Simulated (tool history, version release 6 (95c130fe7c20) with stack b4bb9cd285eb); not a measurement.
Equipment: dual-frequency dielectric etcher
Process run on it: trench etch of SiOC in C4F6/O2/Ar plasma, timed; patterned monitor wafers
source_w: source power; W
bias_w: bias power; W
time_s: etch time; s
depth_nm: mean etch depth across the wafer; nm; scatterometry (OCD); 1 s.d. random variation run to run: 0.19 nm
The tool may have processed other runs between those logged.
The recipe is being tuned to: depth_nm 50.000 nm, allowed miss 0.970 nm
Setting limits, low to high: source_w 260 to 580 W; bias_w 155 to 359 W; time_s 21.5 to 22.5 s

| run | hour | source_w | bias_w | time_s | depth_nm |
|---|---|---|---|---|---|
| 1 | 0.0 | 420 | 257 | 21.5 | 56.161 |
| 2 | 2.4 | 480 | 257 | 21.5 | 57.486 |
| 3 | 6.5 | 460 | 248 | 21.5 | 56.681 |
| 4 | 8.5 | 460 | 204 | 21.5 | 53.564 |
| 5 | 15.0 | 460 | 247 | 21.5 | 56.237 |
| 6 | 16.9 | 410 | 247 | 21.5 | 54.924 |
| 7 | 23.7 | 400 | 242 | 21.5 | 54.747 |
| 8 | 31.9 | 390 | 235 | 21.5 | 53.072 |
| 9 | 40.8 | 380 | 233 | 21.5 | 52.963 |
| 10 | 47.2 | 370 | 231 | 21.5 | 52.490 |
| 11 | 48.7 | 360 | 229 | 21.5 | 51.901 |
| 12 | 56.7 | 350 | 228 | 21.5 | 51.765 |
| 13 | 57.6 | 340 | 227 | 21.5 | 51.341 |

Which single option among these 5 for the next run brings every result within its allowed miss of target? Just one does.
| A | 58.5 | 300 | 224 | 22.5 | ? |
| B | 58.5 | 370 | 233 | 22.0 | ? |
| C | 58.5 | 290 | 261 | 22.5 | ? |
| D | 58.5 | 260 | 281 | 22.0 | ? |
| E | 58.5 | 310 | 227 | 21.5 | ? |

| move | depth_nm |
|---|---|
| A | 52.229 |
| B | 54.207 |
| C | 54.483 |
| D | 53.391 |
| E | 50.476 |
A: the biggest miss grows against the last run
B: the biggest miss grows against the last run
C: the biggest miss grows against the last run
D: the biggest miss grows against the last run
E: hits every target within its allowed miss
The move that meets every target is E.
